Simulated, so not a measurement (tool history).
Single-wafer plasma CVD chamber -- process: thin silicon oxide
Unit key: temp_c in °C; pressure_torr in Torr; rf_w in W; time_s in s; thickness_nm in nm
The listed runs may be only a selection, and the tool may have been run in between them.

run	hour	temp_c	pressure_torr	rf_w	time_s	thickness_nm
1	0.0	410	0.700	285	6.87	11.263
2	3.9	410	0.655	285	6.87	10.606
3	5.9	410	0.689	285	6.87	11.042
4	13.7	401	0.689	285	6.87	11.143
5	17.2	401	0.689	255	6.87	10.569
6	24.4	401	0.723	255	6.87	10.977

Run 7, settings as shown, results not yet in. Your forecast:
7	26.3	401	0.753	255	6.87	?

{"run 7": {"thickness_nm": 11.443}}
